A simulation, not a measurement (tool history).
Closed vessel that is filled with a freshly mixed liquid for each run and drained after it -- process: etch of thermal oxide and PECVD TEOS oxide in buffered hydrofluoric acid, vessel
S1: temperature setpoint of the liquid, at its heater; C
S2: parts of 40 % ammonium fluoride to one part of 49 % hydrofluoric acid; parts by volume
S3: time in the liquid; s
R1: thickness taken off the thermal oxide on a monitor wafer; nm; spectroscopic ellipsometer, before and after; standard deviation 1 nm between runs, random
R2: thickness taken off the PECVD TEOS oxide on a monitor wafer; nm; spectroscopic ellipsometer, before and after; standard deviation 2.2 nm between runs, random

{"run": 1, "hour": 0.0, "S1": 23, "S2": 9.5, "S3": 60, "R1": 75.61, "R2": 161.74}
{"run": 2, "hour": 1.9, "S1": 24.5, "S2": 9.5, "S3": 60, "R1": 81.139, "R2": 178.09}
{"run": 3, "hour": 10.4, "S1": 25, "S2": 9, "S3": 60, "R1": 87.374, "R2": 187.05}
{"run": 4, "hour": 16.1, "S1": 26, "S2": 9, "S3": 60, "R1": 91.77, "R2": 195.38}
{"run": 5, "hour": 21.3, "S1": 26.5, "S2": 9, "S3": 60, "R1": 95.3, "R2": 202.74}
{"run": 6, "hour": 25.1, "S1": 27, "S2": 9, "S3": 60, "R1": 98.26, "R2": 207.57}
{"run": 7, "hour": 29.8, "S1": 27.5, "S2": 9, "S3": 60, "R1": 99.75, "R2": 209.33}
{"hour": 35.1, "done": "thermometer replaced"}
{"run": 8, "hour": 35.1, "S1": 28, "S2": 9, "S3": 60, "R1": 96.553, "R2": 198.64}

What will run 9 give?
{"run": 9, "hour": 40.1, "S1": 27.5, "S2": 8.5, "S3": 60, "R1": "?", "R2": "?"}

R1: 98.505 nm
R2: 208.21 nm

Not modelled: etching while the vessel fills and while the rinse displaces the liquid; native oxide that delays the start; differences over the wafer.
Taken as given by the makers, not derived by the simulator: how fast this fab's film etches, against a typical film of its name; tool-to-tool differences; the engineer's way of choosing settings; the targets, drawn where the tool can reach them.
